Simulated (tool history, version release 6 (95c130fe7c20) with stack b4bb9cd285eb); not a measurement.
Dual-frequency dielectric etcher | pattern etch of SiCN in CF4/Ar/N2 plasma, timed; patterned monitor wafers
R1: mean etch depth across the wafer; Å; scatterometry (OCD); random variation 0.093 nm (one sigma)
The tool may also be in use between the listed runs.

run 1 hour=0 | source_power_(kW)=0.38 bias_power_(kW)=0.07 Ar_flow_(sccm)=134 CF4_flow_(sccm)=71 etch_time_(s)=87 | R1=609.06
run 2 hour=0.9 | source_power_(kW)=0.35 bias_power_(kW)=0.069 Ar_flow_(sccm)=134 CF4_flow_(sccm)=71 etch_time_(s)=87 | R1=560.22
run 3 hour=8 | source_power_(kW)=0.35 bias_power_(kW)=0.069 Ar_flow_(sccm)=134 CF4_flow_(sccm)=71 etch_time_(s)=87 | R1=561.39
run 4 hour=10.7 | source_power_(kW)=0.32 bias_power_(kW)=0.069 Ar_flow_(sccm)=134 CF4_flow_(sccm)=71 etch_time_(s)=87 | R1=516.97
run 5 hour=18.4 | source_power_(kW)=0.28 bias_power_(kW)=0.069 Ar_flow_(sccm)=134 CF4_flow_(sccm)=71 etch_time_(s)=87 | R1=457.33
run 6 hour=23.8 | source_power_(kW)=0.25 bias_power_(kW)=0.069 Ar_flow_(sccm)=134 CF4_flow_(sccm)=71 etch_time_(s)=87 | R1=413.03

The next listed run, before its measurement:
-- hour=30.1 CF4 flow controller replaced
run 7 hour=30.1 | source_power_(kW)=0.25 bias_power_(kW)=0.068 Ar_flow_(sccm)=134 CF4_flow_(sccm)=71 etch_time_(s)=87 | R1=?

R1: 414.72 Å

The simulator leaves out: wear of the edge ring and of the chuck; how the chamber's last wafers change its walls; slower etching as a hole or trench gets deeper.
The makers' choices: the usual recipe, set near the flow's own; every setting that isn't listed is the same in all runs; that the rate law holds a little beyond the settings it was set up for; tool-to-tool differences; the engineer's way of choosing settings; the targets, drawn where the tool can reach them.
